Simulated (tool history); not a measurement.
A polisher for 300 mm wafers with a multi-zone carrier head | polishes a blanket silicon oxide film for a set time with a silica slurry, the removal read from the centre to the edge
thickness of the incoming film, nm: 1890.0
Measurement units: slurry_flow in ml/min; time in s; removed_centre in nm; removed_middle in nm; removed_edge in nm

{"run": 1, "hour": 0.0, "slurry_flow": 135, "centre_zone": 1, "middle_zone": 1, "edge_zone": 1, "slurry_solids": 1, "time": 87, "removed_centre": 383.57, "removed_middle": 387, "removed_edge": 379.74}
{"run": 2, "hour": 4.3, "slurry_flow": 135, "centre_zone": 1.04, "middle_zone": 1, "edge_zone": 1, "slurry_solids": 1, "time": 87, "removed_centre": 403.54, "removed_middle": 385.57, "removed_edge": 377.61}
{"run": 3, "hour": 6.0, "slurry_flow": 135, "centre_zone": 1.04, "middle_zone": 1, "edge_zone": 1, "slurry_solids": 0.8, "time": 87, "removed_centre": 367.57, "removed_middle": 363.65, "removed_edge": 352.31}
{"run": 4, "hour": 9.2, "slurry_flow": 135, "centre_zone": 1.04, "middle_zone": 1, "edge_zone": 1, "slurry_solids": 0.8, "time": 71, "removed_centre": 302.63, "removed_middle": 289.09, "removed_edge": 287.05}
{"run": 5, "hour": 16.9, "slurry_flow": 140, "centre_zone": 1.03, "middle_zone": 1.02, "edge_zone": 1.01, "slurry_solids": 0.8, "time": 71, "removed_centre": 297.22, "removed_middle": 301.7, "removed_edge": 292.74}
{"run": 6, "hour": 20.0, "slurry_flow": 145, "centre_zone": 1.03, "middle_zone": 1.03, "edge_zone": 1.01, "slurry_solids": 0.8, "time": 71, "removed_centre": 304.55, "removed_middle": 303.96, "removed_edge": 292.46}
{"run": 7, "hour": 22.8, "slurry_flow": 150, "centre_zone": 1.03, "middle_zone": 1.04, "edge_zone": 1.02, "slurry_solids": 0.8, "time": 71, "removed_centre": 306.83, "removed_middle": 309.53, "removed_edge": 297.38}
{"run": 8, "hour": 26.0, "slurry_flow": 150, "centre_zone": 1.03, "middle_zone": 1.05, "edge_zone": 1.02, "slurry_solids": 0.8, "time": 71, "removed_centre": 307.28, "removed_middle": 313.95, "removed_edge": 293.99}
{"run": 9, "hour": 32.0, "slurry_flow": 150, "centre_zone": 1.03, "middle_zone": 1.06, "edge_zone": 1.03, "slurry_solids": 0.8, "time": 71, "removed_centre": 301.8, "removed_middle": 308.83, "removed_edge": 297.44}

For run 10, what comes out?
{"run": 10, "hour": 34.7, "slurry_flow": 155, "centre_zone": 1.03, "middle_zone": 1.07, "edge_zone": 1.03, "slurry_solids": 0.8, "time": 71, "removed_centre": "?", "removed_middle": "?", "removed_edge": "?"}

removed_centre: 308.25 nm
removed_middle: 316.56 nm
removed_edge: 298.12 nm
